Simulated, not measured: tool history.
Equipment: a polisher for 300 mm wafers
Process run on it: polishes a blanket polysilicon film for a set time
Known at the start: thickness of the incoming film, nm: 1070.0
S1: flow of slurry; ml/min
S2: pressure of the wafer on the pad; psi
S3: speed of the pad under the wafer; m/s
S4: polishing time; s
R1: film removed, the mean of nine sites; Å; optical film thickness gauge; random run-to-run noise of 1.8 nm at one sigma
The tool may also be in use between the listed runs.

| run | hour | S1 | S2 | S3 | S4 | R1 |
|---|---|---|---|---|---|---|
| 1 | 0 | 275 | 3 | 1.28 | 20 | 2208.8 |
| 2 | 5.4 | 275 | 3 | 1.28 | 18 | 1992.7 |
| 3 | 9.7 | 275 | 2.5 | 1.28 | 18 | 1691 |
| 4 | 15.5 | 275 | 2.5 | 0.98 | 18 | 1301.7 |
| 5 | 22.3 | 280 | 3.2 | 1 | 18 | 1657.5 |
| 6 | 25.5 | 280 | 3.2 | 1.18 | 18 | 1954.8 |
| 7 | 28.1 | 280 | 3.6 | 1.18 | 18 | 2147.3 |
| 8 | 29 | 280 | 3.9 | 1.2 | 18 | 2388.3 |
| 9 | 37.5 | 285 | 4.1 | 1.2 | 18 | 2488.5 |

Run 10 comes next. What will it give?
| 10 | 44.2 | 285 | 4.3 | 1.22 | 18 | ? |

Run 10 produced R1 2640.6 Å.

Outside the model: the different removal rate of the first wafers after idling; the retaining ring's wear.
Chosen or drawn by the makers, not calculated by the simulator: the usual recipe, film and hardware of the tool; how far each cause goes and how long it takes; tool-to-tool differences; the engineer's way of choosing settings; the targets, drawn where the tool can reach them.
